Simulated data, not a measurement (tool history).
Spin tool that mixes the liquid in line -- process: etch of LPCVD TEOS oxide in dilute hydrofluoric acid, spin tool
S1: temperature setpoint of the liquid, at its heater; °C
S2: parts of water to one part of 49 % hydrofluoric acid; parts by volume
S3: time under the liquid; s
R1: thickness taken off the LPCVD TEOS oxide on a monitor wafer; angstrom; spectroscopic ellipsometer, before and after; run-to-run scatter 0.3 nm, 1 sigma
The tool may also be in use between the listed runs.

run	hour	S1	S2	S3	R1
1	0.0	24.0	245	295	518.43
2	3.6	24.0	245	295	523.00
3	4.5	26.0	230	295	606.56
4	10.4	27.5	220	295	675.09
5	16.8	28.5	215	295	713.20
6	18.6	27.0	215	295	680.36
7	27.3	27.0	215	295	678.22
8	28.5	28.0	210	295	727.29
9	33.1	29.0	205	295	775.83
10	37.1	30.0	205	295	805.29

For run 11, what comes out?
11	39.7	30.5	205	295	?

R1: 813.20 angstrom
